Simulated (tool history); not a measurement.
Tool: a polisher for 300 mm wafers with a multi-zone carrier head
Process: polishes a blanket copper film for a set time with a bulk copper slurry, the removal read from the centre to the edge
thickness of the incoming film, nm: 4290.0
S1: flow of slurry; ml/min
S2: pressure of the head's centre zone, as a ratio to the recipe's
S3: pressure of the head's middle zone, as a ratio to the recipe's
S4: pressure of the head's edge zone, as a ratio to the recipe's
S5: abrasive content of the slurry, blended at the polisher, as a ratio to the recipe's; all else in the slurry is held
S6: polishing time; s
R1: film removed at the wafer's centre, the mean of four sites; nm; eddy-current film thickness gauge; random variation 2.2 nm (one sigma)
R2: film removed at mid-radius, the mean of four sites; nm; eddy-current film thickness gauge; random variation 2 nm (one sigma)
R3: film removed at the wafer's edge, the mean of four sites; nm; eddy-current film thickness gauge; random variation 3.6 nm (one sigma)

run 1 day=0.000 | S1=310 S2=1.00 S3=1.00 S4=1.00 S5=1.00 S6=31 | R1=353.75 R2=344.20 R3=339.63
run 2 day=0.300 | S1=310 S2=1.00 S3=1.00 S4=1.00 S5=0.90 S6=31 | R1=344.03 R2=343.21 R3=348.62
run 3 day=0.483 | S1=310 S2=1.00 S3=1.00 S4=1.07 S5=0.90 S6=31 | R1=341.54 R2=335.68 R3=352.26
run 4 day=0.533 | S1=310 S2=1.00 S3=1.00 S4=1.12 S5=0.90 S6=31 | R1=345.11 R2=337.57 R3=361.49
run 5 day=0.804 | S1=310 S2=1.00 S3=1.00 S4=1.16 S5=0.90 S6=31 | R1=343.91 R2=334.79 R3=367.49
run 6 day=0.971 | S1=315 S2=1.00 S3=1.00 S4=1.12 S5=0.85 S6=30 | R1=333.14 R2=326.65 R3=342.64

Forecast run 7:
run 7 day=1.217 | S1=325 S2=0.99 S3=0.98 S4=1.10 S5=0.80 S6=29 | R1=? R2=? R3=?

Run 7 gave R1 318.69 nm, R2 302.28 nm, R3 328.73 nm.

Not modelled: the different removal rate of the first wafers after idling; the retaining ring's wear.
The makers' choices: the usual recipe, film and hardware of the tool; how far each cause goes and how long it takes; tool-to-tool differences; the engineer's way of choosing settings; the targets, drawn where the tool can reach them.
